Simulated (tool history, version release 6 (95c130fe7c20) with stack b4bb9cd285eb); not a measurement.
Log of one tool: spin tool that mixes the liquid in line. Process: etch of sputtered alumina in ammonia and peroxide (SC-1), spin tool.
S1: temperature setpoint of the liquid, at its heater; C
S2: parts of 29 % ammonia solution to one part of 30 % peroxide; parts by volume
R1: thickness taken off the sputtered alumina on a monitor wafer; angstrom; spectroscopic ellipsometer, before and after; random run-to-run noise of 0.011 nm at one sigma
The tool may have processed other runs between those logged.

Run 1, hour 0.0: S1 51.0 C, S2 0.90 parts by volume, time under the liquid (s) 90. Result: R1 49.148 angstrom.
Run 2, hour 4.1: S1 51.0 C, S2 0.75 parts by volume, time under the liquid (s) 90. Result: R1 48.414 angstrom.
Run 3, hour 11.8: S1 49.5 C, S2 0.75 parts by volume, time under the liquid (s) 90. Result: R1 44.500 angstrom.
Run 4, hour 14.8: S1 48.5 C, S2 0.75 parts by volume, time under the liquid (s) 90. Result: R1 42.018 angstrom.
Run 5, hour 20.0: S1 48.5 C, S2 0.45 parts by volume, time under the liquid (s) 90. Result: R1 40.163 angstrom.
Run 6, hour 25.7: S1 48.5 C, S2 0.60 parts by volume, time under the liquid (s) 90. Result: R1 41.298 angstrom.
Run 7, hour 31.5: S1 48.0 C, S2 0.60 parts by volume, time under the liquid (s) 90. Result: R1 40.119 angstrom.

What does the tool deliver on the next run?
Run 8, hour 37.9: S1 47.5 C, S2 0.60 parts by volume, time under the liquid (s) 90. Result: R1 ?.

{"run 8": {"R1": 38.871}}

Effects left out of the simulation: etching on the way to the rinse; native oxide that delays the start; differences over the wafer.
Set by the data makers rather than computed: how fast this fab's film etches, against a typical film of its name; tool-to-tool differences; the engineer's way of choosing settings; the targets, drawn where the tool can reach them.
